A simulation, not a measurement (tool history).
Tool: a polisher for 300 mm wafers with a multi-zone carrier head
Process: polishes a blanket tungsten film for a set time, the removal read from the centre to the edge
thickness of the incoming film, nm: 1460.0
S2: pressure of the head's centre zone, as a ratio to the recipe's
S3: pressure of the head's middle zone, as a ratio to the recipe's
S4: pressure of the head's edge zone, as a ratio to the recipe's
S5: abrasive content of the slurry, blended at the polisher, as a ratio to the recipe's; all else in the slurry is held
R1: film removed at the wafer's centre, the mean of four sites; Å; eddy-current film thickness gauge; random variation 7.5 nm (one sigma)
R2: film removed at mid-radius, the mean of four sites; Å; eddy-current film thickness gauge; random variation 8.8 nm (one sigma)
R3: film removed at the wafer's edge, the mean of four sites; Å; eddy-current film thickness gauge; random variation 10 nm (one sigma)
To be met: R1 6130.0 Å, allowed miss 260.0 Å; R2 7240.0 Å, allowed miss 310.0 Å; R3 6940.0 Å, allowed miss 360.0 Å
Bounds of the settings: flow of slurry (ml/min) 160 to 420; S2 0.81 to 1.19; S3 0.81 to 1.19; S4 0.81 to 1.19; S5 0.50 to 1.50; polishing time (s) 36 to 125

Run 1, hour 0.0: flow of slurry (ml/min) 270, S2 1.00, S3 1.00, S4 1.00, S5 1.00, polishing time (s) 80. Result: R1 5482.7 Å, R2 5199.2 Å, R3 5346.1 Å.
Run 2, hour 1.5: flow of slurry (ml/min) 270, S2 0.99, S3 1.02, S4 1.02, S5 1.10, polishing time (s) 81. Result: R1 5526.5 Å, R2 5624.0 Å, R3 5494.4 Å.
Run 3, hour 5.1: flow of slurry (ml/min) 220, S2 0.99, S3 1.02, S4 1.02, S5 1.10, polishing time (s) 81. Result: R1 5377.6 Å, R2 5458.1 Å, R3 5640.3 Å.
Run 4, hour 9.2: flow of slurry (ml/min) 220, S2 1.07, S3 1.02, S4 1.02, S5 1.10, polishing time (s) 81. Result: R1 5883.0 Å, R2 5516.9 Å, R3 5687.7 Å.
Run 5, hour 12.6: flow of slurry (ml/min) 220, S2 1.03, S3 1.02, S4 1.02, S5 1.10, polishing time (s) 81. Result: R1 5633.2 Å, R2 5544.9 Å, R3 5450.3 Å.
Run 6, hour 18.3: flow of slurry (ml/min) 220, S2 1.02, S3 1.02, S4 1.04, S5 1.15, polishing time (s) 83. Result: R1 5886.7 Å, R2 5806.6 Å, R3 5600.3 Å.
Run 7, hour 20.1: flow of slurry (ml/min) 185, S2 0.92, S3 0.98, S4 1.14, S5 1.30, polishing time (s) 102. Result: R1 6486.5 Å, R2 6997.7 Å, R3 7788.9 Å.
Run 8, hour 26.4: flow of slurry (ml/min) 190, S2 0.92, S3 1.00, S4 1.12, S5 1.25, polishing time (s) 102. Result: R1 6705.0 Å, R2 7036.2 Å, R3 7727.2 Å.
Run 9, hour 34.6: flow of slurry (ml/min) 190, S2 0.92, S3 1.00, S4 1.12, S5 1.25, polishing time (s) 102. Result: R1 6500.3 Å, R2 7041.1 Å, R3 7510.7 Å.
Run 10, hour 39.2: flow of slurry (ml/min) 190, S2 0.91, S3 1.01, S4 1.11, S5 1.25, polishing time (s) 102. Result: R1 6526.6 Å, R2 6906.3 Å, R3 7393.0 Å.
Run 11, hour 43.6: flow of slurry (ml/min) 190, S2 0.91, S3 1.01, S4 1.11, S5 1.25, polishing time (s) 102. Result: R1 6552.2 Å, R2 7135.1 Å, R3 7582.7 Å.

5 next moves are on the table. One of them brings every result within its allowed miss. Which?
Run A, hour 48.0: flow of slurry (ml/min) 175, S2 1.00, S3 0.99, S4 1.07, S5 1.45, polishing time (s) 96. Result: R1 ?, R2 ?, R3 ?.
Run B, hour 48.0: flow of slurry (ml/min) 160, S2 0.86, S3 0.95, S4 1.02, S5 1.50, polishing time (s) 98. Result: R1 ?, R2 ?, R3 ?.
Run C, hour 48.0: flow of slurry (ml/min) 210, S2 0.90, S3 1.10, S4 1.07, S5 1.40, polishing time (s) 92. Result: R1 ?, R2 ?, R3 ?.
Run D, hour 48.0: flow of slurry (ml/min) 160, S2 0.84, S3 0.85, S4 1.19, S5 1.25, polishing time (s) 112. Result: R1 ?, R2 ?, R3 ?.
Run E, hour 48.0: flow of slurry (ml/min) 190, S2 0.95, S3 1.06, S4 1.09, S5 1.15, polishing time (s) 105. Result: R1 ?, R2 ?, R3 ?.

move      R1      R2      R3
   A  6845.9  6626.0  7317.2
   B  5989.0  6560.0  7317.1
   C  5979.3  6954.2  7034.8
   D  6294.7  6510.6  8530.1
   E  6664.0  7143.0  7531.8
A: further off than the last run
B: further off than the last run
C: meets every target
D: further off than the last run
E: further off than the last run
Move C is the one to make.
